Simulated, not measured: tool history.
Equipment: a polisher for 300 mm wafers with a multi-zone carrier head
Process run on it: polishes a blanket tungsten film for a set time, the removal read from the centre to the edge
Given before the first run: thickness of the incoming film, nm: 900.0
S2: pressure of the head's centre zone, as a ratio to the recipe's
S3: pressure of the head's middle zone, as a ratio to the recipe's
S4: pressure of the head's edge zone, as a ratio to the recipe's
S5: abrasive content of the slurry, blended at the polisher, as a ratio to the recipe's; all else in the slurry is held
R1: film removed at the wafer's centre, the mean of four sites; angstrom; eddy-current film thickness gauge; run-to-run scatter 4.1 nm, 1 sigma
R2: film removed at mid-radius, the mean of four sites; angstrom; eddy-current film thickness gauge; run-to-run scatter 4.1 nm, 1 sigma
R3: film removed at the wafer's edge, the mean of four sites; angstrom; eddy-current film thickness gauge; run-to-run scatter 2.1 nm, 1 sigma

run 1 hour=0.0 | flow_of_slurry_(ml/min)=205 S2=1.00 S3=1.00 S4=1.00 S5=1.0 polishing_time_(s)=71 | R1=2798.5 R2=3020.3 R3=3033.0
run 2 hour=6.8 | flow_of_slurry_(ml/min)=210 S2=1.01 S3=1.00 S4=1.01 S5=1.0 polishing_time_(s)=71 | R1=2800.5 R2=2999.8 R3=3069.1
run 3 hour=12.9 | flow_of_slurry_(ml/min)=210 S2=1.01 S3=1.00 S4=1.01 S5=1.0 polishing_time_(s)=81 | R1=3280.3 R2=3478.1 R3=3539.3
run 4 hour=21.0 | flow_of_slurry_(ml/min)=205 S2=1.01 S3=1.00 S4=1.00 S5=1.0 polishing_time_(s)=81 | R1=3193.0 R2=3469.8 R3=3459.5
run 5 hour=27.2 | flow_of_slurry_(ml/min)=180 S2=1.01 S3=1.00 S4=1.00 S5=1.0 polishing_time_(s)=81 | R1=3125.9 R2=3365.2 R3=3465.9
run 6 hour=35.5 | flow_of_slurry_(ml/min)=205 S2=1.01 S3=1.00 S4=1.00 S5=1.0 polishing_time_(s)=81 | R1=3190.4 R2=3447.8 R3=3476.5

What will run 7 give?
run 7 hour=40.5 | flow_of_slurry_(ml/min)=205 S2=1.02 S3=1.00 S4=1.00 S5=1.0 polishing_time_(s)=81 | R1=? R2=? R3=?

R1: 3261.7 angstrom
R2: 3394.1 angstrom
R3: 3472.9 angstrom
